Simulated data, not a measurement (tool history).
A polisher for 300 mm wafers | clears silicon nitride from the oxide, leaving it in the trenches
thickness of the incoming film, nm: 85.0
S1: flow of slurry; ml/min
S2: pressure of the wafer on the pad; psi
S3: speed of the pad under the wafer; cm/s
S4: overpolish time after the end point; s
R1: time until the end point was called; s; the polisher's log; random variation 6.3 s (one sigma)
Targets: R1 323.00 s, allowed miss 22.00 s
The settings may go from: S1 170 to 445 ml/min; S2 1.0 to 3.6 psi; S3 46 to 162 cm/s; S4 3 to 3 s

run  hour   S1   S2   S3  S4      R1
  1   0.0  285  2.3  104   3  117.51
  2   7.4  280  1.9   88   3  170.32
  3  13.5  280  1.9   88   3  170.88
  4  21.7  280  1.9   76   3  194.03
  5  25.8  280  1.9   76   3  193.13
  6  28.6  280  1.6   72   3  242.26
  7  31.0  280  1.4   72   3  270.08
  8  33.4  280  1.4   72   3  278.57
  9  41.2  280  1.3   72   3  289.01

Which of these 4 next moves meets every target?
  A  49.0  280  1.2  72   3   ?
  B  49.0  240  1.6  64   3   ?
  C  49.0  185  2.0  60   3   ?
  D  49.0  255  1.4  76   3   ?

move      R1
   A  324.38
   B  281.06
   C  250.61
   D  268.91
A: meets every target
B: further off than the last run
C: further off than the last run
D: further off than the last run
The right move is A.
